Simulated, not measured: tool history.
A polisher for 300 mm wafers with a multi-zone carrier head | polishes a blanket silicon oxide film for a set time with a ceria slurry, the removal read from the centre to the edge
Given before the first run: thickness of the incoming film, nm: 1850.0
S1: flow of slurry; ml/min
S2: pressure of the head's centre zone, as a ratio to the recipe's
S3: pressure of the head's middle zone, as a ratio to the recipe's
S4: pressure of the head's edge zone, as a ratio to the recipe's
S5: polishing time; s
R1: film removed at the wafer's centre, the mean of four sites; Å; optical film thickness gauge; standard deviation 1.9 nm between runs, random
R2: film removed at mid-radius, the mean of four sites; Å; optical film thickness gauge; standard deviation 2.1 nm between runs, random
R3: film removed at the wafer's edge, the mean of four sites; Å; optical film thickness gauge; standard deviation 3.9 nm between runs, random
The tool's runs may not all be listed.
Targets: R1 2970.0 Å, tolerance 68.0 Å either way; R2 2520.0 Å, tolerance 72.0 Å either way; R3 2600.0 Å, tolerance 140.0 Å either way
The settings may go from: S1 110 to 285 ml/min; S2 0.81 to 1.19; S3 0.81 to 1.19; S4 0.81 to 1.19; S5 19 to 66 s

run  hour   S1    S2    S3    S4  S5      R1      R2      R3
  1   0.0  180  1.00  1.00  1.00  42  2317.9  2353.2  2233.8
  2   6.5  205  1.05  0.99  1.04  42  2490.9  2346.2  2390.7
  3  15.3  240  1.05  0.99  1.04  42  2528.7  2394.0  2386.5
  4  23.2  240  1.05  0.99  1.04  47  2872.0  2703.5  2618.6
  5  29.0  240  1.09  0.99  1.04  47  2970.1  2673.3  2747.4
  6  34.0  275  1.09  0.99  1.04  47  3003.4  2730.6  2666.2
  7  40.0  270  1.09  0.97  1.03  47  2991.3  2703.7  2666.1
  8  48.4  265  1.10  0.94  1.02  47  3011.3  2611.9  2680.0

Below are 4 possible settings for the next run. Only one of them brings all results inside the allowed miss of their targets. Which is it?
  A  56.8  280  1.12  1.03  1.01  45   ?   ?   ?
  B  56.8  285  1.13  1.00  0.96  46   ?   ?   ?
  C  56.8  245  1.13  0.95  1.06  45   ?   ?   ?
  D  56.8  240  1.05  0.94  0.95  49   ?   ?   ?

move      R1      R2      R3
   A  2945.2  2737.0  2547.5
   B  3043.2  2733.7  2545.9
   C  2922.2  2519.4  2582.9
   D  2947.0  2714.2  2662.8
A: the biggest miss grows against the last run
B: the biggest miss grows against the last run
C: every result lands within tolerance
D: the biggest miss grows against the last run
Correct choice: C, which meets every target
